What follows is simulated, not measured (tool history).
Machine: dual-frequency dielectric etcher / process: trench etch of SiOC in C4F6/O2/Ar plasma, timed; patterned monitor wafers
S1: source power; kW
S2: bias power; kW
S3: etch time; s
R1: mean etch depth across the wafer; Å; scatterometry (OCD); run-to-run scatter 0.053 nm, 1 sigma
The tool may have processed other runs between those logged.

run  hour    S1     S2    S3      R1
  1     0   0.3  0.246  12.5  225.09
  2   4.2   0.3  0.246  12.5  224.77
  3   8.5  0.27  0.243  12.5  210.28
  4  11.7  0.24  0.243  12.5  194.39
  5  20.6  0.24  0.209  12.5   184.4
  6  23.4  0.29  0.209  12.5  209.33
  7  26.9  0.28  0.208  12.5   204.5

Forecast run 8:
  8  28.9  0.27  0.208  12.5   ?

Run 8 produced R1 198.82 Å.
